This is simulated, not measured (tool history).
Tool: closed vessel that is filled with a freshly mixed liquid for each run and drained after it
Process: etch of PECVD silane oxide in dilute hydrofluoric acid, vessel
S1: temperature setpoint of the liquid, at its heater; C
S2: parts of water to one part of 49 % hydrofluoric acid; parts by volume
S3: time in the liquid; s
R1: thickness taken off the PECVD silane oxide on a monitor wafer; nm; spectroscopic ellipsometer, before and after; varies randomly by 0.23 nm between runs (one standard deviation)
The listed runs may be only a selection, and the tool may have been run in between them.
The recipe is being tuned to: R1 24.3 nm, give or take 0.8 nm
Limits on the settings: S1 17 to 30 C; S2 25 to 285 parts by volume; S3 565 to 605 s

run	hour	S1	S2	S3	R1
1	0	22	155	565	50.217
2	5.7	22	155	565	49.439
3	10.6	24.5	155	565	54.109
4	16.8	24.5	200	565	40.548
5	23.8	24.5	165	565	50.436
6	31.4	23.5	175	565	45.859
7	39.3	22.5	185	565	40.467
8	40.6	22	190	565	39.43
9	45	21.5	195	565	37.276
10	50.5	21	200	565	35.394
11	51.6	20.5	205	565	33.705
12	54	20	210	565	32.253
13	56.3	19.5	215	565	30.976
14	62.5	19	220	565	28.662
15	63.8	18	230	565	26.501

Which one of the following 5 next-run settings gets every result inside its allowed miss? There is exactly one.
A	65.1	22	260	580	?
B	65.1	19	240	595	?
C	65.1	17	260	580	?
D	65.1	17.5	255	590	?
E	65.1	17	260	575	?

move	R1
A	27.676
B	28.025
C	22.94
D	24.362
E	22.742
A: its largest miss is bigger than the last run's
B: its largest miss is bigger than the last run's
C: takes the biggest miss from the last run beyond its target
D: in spec on every target
E: takes the biggest miss from the last run beyond its target
Answer: D
